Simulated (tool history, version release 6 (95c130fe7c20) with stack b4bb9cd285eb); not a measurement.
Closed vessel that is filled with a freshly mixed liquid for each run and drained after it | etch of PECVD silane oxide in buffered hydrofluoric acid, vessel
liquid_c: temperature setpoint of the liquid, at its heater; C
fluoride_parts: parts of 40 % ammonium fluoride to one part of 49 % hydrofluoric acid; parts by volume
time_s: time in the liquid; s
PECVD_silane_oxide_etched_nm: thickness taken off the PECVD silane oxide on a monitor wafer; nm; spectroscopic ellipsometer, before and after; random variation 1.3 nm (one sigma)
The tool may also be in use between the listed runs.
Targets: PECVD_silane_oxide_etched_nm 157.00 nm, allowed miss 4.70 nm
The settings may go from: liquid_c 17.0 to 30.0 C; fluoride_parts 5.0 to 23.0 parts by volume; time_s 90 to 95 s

run	hour	liquid_c	fluoride_parts	time_s	PECVD_silane_oxide_etched_nm
1	0.0	22.0	14.0	90	249.03
2	8.2	22.0	11.0	90	312.19
3	17.1	22.0	11.0	95	328.04
4	25.6	22.0	11.0	95	334.87
5	27.4	20.5	13.5	95	250.65
6	29.7	23.5	13.5	95	290.75
7	32.7	21.5	15.0	95	236.44
8	33.9	20.0	16.0	95	206.89
9	38.0	19.0	16.5	95	187.34
10	45.0	18.5	17.0	95	179.52
11	47.3	18.0	17.5	95	168.45

4 next moves are on the table. One of them brings every result within its allowed miss. Which?
A	49.6	17.0	16.0	95	?
B	49.6	17.0	15.0	90	?
C	49.6	19.5	18.0	95	?
D	49.6	17.0	17.5	95	?

move	PECVD_silane_oxide_etched_nm
A	174.78
B	176.45
C	179.33
D	159.99
A: further off than the last run
B: further off than the last run
C: further off than the last run
D: meets every target
The right move is D.
